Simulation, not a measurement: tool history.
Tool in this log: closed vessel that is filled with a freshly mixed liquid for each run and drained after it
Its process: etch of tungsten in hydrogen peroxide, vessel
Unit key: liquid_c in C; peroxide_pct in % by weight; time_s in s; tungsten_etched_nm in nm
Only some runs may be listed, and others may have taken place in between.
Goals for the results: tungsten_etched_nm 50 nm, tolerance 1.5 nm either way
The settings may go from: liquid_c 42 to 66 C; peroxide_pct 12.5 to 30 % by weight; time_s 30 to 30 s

run	hour	liquid_c	peroxide_pct	time_s	tungsten_etched_nm
1	0	58	24.5	30	89.205
2	7.1	58	29.5	30	95.888
3	10	56.5	29.5	30	88.288
4	17.7	55	29.5	30	81.121
5	20.3	55	29.5	30	81.271
6	23.3	54	29.5	30	75.748
7	24.1	53	29.5	30	71.318
8	26.7	52	29.5	30	66.554
9	35.4	51.5	29.5	30	65.859
10	43.5	51	29.5	30	62.542
11	48.8	51	29.5	30	64.214
12	56.8	50.5	29.5	30	62.364
13	63.1	50	29.5	30	60.215
14	71.9	49.5	29.5	30	56.787
15	73.8	49	29.5	30	55.989
16	75.6	48.5	29.5	30	54.837

Consider the 5 candidate settings below. Which is the only one whose results all fall within their allowed miss of target?
A	77.4	48	26.5	30	?
B	77.4	51	27	30	?
C	77.4	48.5	22	30	?
D	77.4	50.5	30	30	?
E	77.4	50.5	29.5	30	?

move	tungsten_etched_nm
A	49.775
B	60.388
C	46.776
D	61.748
E	61.231
A: every result lands within tolerance
B: misses by more than the last run did
C: the result that was furthest off in the last run now lies on the other side of its target
D: misses by more than the last run did
E: misses by more than the last run did
A meets every target.
